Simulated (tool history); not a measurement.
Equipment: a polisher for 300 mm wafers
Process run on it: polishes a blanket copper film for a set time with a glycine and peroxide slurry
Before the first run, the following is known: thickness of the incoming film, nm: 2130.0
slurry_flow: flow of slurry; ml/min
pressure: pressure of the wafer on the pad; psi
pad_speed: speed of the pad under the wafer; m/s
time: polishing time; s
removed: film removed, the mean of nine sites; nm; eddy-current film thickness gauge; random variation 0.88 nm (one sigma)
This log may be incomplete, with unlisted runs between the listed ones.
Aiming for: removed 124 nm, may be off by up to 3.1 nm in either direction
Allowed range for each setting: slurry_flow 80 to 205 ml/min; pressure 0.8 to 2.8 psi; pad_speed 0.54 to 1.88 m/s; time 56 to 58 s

run,day,slurry_flow,pressure,pad_speed,time,removed
1,0,135,1.8,1.2,56,190.37
2,0.188,130,1.7,1.2,56,179.64
3,0.512,130,1.7,1.3,56,191.21
4,0.854,125,1.6,1.3,56,181.28
5,1.15,125,1.6,1.3,56,179.74
6,1.35,120,1.5,1.3,56,167.4
7,1.529,115,1.4,1.3,56,158.51
# day 1.712: slurry nozzle cleaned
8,1.712,115,1.4,1.3,56,172.86
9,1.9,115,1.3,1.24,56,159.85
10,2,115,1.3,1.24,56,158.04
11,2.258,110,1.2,1.22,56,148.08
12,2.317,105,1.1,1.22,56,136.19
13,2.462,100,1.1,1.22,56,136.59
14,2.567,100,1.1,1.22,56,134.85
15,2.9,95,1.1,1.22,56,134.99
16,3.246,95,1.1,1.22,56,133.77

Consider the 5 candidate settings below. Which is the only one whose results all fall within their allowed miss of target?
A,3.592,100,1.3,0.96,56,?
B,3.592,85,0.9,1.22,58,?
C,3.592,115,1,1.24,56,?
D,3.592,85,1,1.18,58,?
E,3.592,110,1.1,1.16,56,?

move,removed
A,131.48
B,117.28
C,131.33
D,123.35
E,133.53
A: nearer the targets than the last run, but a result is still out of spec
B: takes the result that was furthest off past its target
C: nearer the targets than the last run, but a result is still out of spec
D: each result inside its tolerance
E: neither nearer nor further off than the last run
So the answer is move D, the one that meets all the targets.

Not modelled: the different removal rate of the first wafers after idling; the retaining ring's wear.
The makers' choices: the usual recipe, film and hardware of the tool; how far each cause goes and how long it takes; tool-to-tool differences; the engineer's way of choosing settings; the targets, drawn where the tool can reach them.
